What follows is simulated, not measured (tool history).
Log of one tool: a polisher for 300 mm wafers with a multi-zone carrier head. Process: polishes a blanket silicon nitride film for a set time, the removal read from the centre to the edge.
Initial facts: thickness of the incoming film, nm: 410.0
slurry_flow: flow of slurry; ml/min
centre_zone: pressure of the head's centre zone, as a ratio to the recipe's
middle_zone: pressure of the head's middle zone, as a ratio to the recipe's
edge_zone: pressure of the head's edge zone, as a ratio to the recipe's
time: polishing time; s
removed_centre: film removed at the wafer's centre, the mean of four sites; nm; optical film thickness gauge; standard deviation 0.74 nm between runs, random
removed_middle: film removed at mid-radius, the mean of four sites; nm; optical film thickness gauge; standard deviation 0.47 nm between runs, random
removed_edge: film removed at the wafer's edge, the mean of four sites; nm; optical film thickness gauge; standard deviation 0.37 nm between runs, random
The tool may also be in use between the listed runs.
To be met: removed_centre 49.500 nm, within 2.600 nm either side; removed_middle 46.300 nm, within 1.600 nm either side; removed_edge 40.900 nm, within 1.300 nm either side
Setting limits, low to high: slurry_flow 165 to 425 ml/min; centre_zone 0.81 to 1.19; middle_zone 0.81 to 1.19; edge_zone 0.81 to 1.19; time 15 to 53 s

{"run": 1, "hour": 0.0, "slurry_flow": 275, "centre_zone": 1.0, "middle_zone": 1.0, "edge_zone": 1.0, "time": 34, "removed_centre": 60.053, "removed_middle": 60.551, "removed_edge": 60.861}
{"run": 2, "hour": 8.9, "slurry_flow": 275, "centre_zone": 1.02, "middle_zone": 1.01, "edge_zone": 0.98, "time": 32, "removed_centre": 57.427, "removed_middle": 56.705, "removed_edge": 56.174}
{"run": 3, "hour": 17.4, "slurry_flow": 275, "centre_zone": 1.03, "middle_zone": 1.02, "edge_zone": 0.96, "time": 31, "removed_centre": 55.977, "removed_middle": 55.406, "removed_edge": 54.16}
{"run": 4, "hour": 25.4, "slurry_flow": 275, "centre_zone": 1.04, "middle_zone": 1.03, "edge_zone": 0.94, "time": 30, "removed_centre": 55.682, "removed_middle": 53.969, "removed_edge": 51.195}
{"run": 5, "hour": 31.9, "slurry_flow": 275, "centre_zone": 1.04, "middle_zone": 1.03, "edge_zone": 0.92, "time": 29, "removed_centre": 52.308, "removed_middle": 52.958, "removed_edge": 50.118}
{"run": 6, "hour": 37.6, "slurry_flow": 275, "centre_zone": 1.06, "middle_zone": 1.04, "edge_zone": 0.91, "time": 28, "removed_centre": 51.209, "removed_middle": 51.783, "removed_edge": 46.915}
{"run": 7, "hour": 40.4, "slurry_flow": 270, "centre_zone": 1.07, "middle_zone": 1.03, "edge_zone": 0.9, "time": 28, "removed_centre": 52.453, "removed_middle": 50.396, "removed_edge": 47.795}
{"run": 8, "hour": 45.6, "slurry_flow": 305, "centre_zone": 1.14, "middle_zone": 1.1, "edge_zone": 0.83, "time": 22, "removed_centre": 45.334, "removed_middle": 42.538, "removed_edge": 36.206}
{"run": 9, "hour": 46.9, "slurry_flow": 305, "centre_zone": 1.14, "middle_zone": 1.1, "edge_zone": 0.85, "time": 22, "removed_centre": 45.191, "removed_middle": 43.146, "removed_edge": 36.364}
{"run": 10, "hour": 52.2, "slurry_flow": 305, "centre_zone": 1.14, "middle_zone": 1.1, "edge_zone": 0.85, "time": 22, "removed_centre": 46.659, "removed_middle": 42.989, "removed_edge": 36.307}
{"run": 11, "hour": 53.3, "slurry_flow": 305, "centre_zone": 1.13, "middle_zone": 1.1, "edge_zone": 0.86, "time": 22, "removed_centre": 44.882, "removed_middle": 42.347, "removed_edge": 36.866}

Pick the move, out of 4, that brings all results within their allowed miss; only one does.
{"run": "A", "hour": 54.4, "slurry_flow": 330, "centre_zone": 0.97, "middle_zone": 1.06, "edge_zone": 0.89, "time": 25, "removed_centre": "?", "removed_middle": "?", "removed_edge": "?"}
{"run": "B", "hour": 54.4, "slurry_flow": 305, "centre_zone": 1.19, "middle_zone": 1.15, "edge_zone": 0.86, "time": 23, "removed_centre": "?", "removed_middle": "?", "removed_edge": "?"}
{"run": "C", "hour": 54.4, "slurry_flow": 350, "centre_zone": 1.09, "middle_zone": 1.03, "edge_zone": 0.82, "time": 25, "removed_centre": "?", "removed_middle": "?", "removed_edge": "?"}
{"run": "D", "hour": 54.4, "slurry_flow": 260, "centre_zone": 1.02, "middle_zone": 1.06, "edge_zone": 0.82, "time": 28, "removed_centre": "?", "removed_middle": "?", "removed_edge": "?"}

move=A removed_centre=43.638 removed_middle=47.327 removed_edge=42.662
move=B removed_centre=48.933 removed_middle=46.274 removed_edge=38.365
move=C removed_centre=49.361 removed_middle=46.411 removed_edge=41.313
move=D removed_centre=49.959 removed_middle=51.634 removed_edge=45.153
A: carries the result that was furthest off beyond its target, to the other side
B: closer than the last run, but not yet in spec
C: every result within its allowed miss
D: carries the result that was furthest off beyond its target, to the other side
Answer: C
